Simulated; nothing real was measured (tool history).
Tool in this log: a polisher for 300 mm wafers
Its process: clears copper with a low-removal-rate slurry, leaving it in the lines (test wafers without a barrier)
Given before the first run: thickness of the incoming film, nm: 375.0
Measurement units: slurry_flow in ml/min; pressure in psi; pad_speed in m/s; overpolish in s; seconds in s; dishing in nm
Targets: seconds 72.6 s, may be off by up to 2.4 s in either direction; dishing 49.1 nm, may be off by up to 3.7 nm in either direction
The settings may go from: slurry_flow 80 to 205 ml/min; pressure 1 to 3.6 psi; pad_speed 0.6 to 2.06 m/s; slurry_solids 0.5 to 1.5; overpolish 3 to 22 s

run  hour  slurry_flow  pressure  pad_speed  slurry_solids  overpolish  seconds  dishing
  1     0          135       2.3       1.32              1          11   128.04   23.442
  2     3          135       2.4       1.32              1          11   125.47   24.305
  3   6.8          135       2.5       1.32              1          11   120.18   25.805
  4  10.9          135       2.5       1.32           0.85          11   125.15   25.199
  5  13.2          140       2.6       1.34           0.85          11   118.14   25.742
  6  18.1          125       2.6       1.34           0.85          11   118.67   25.932
  7  19.1          125       2.7       1.36           0.85          11   114.59   25.899
  8  28.1          130       2.8       1.38           0.85          11   108.03   28.072
  9  28.7          130       2.9        1.4           0.85          11   103.79   27.873
 10  29.6          130         3       1.42           0.85          11   98.896   29.922
 11  38.1          130       3.1       1.44           0.85          11   94.733   31.296
 12  45.2          130       3.2       1.46           0.85          11   90.833   33.212
 13  51.7          130       3.2       1.48           0.85          11   89.269   32.603
 14  60.2          130       3.2        1.5           0.85          11   89.787   31.872
 15  61.1          130       3.2       1.52           0.85          11   87.593   33.408
 16  65.2          135       3.4       1.56           0.85          13   81.092   41.647
 17  71.6          135       3.5        1.6           0.85          14    76.43   46.496

Below are 5 possible settings for the next run. Only one of them brings all results inside the allowed miss of their targets. Which is it?
  A    78          150       3.1       1.84            0.9          13        ?        ?
  B    78          165       3.1        1.8            0.9          12        ?        ?
  C    78          125       3.6       1.66           0.95          15        ?        ?
  D    78          155       3.4       1.52           0.95          12        ?        ?
  E    78          155       3.5        1.5            0.8          14        ?        ?

move  seconds  dishing
   A   75.552   42.403
   B   75.602   39.789
   C   72.681   49.072
   D   78.774   38.643
   E   80.031   43.184
A: moves away from the targets compared with the last run
B: moves away from the targets compared with the last run
C: in spec on every target
D: moves away from the targets compared with the last run
E: moves away from the targets compared with the last run
Correct choice: C, which meets every target

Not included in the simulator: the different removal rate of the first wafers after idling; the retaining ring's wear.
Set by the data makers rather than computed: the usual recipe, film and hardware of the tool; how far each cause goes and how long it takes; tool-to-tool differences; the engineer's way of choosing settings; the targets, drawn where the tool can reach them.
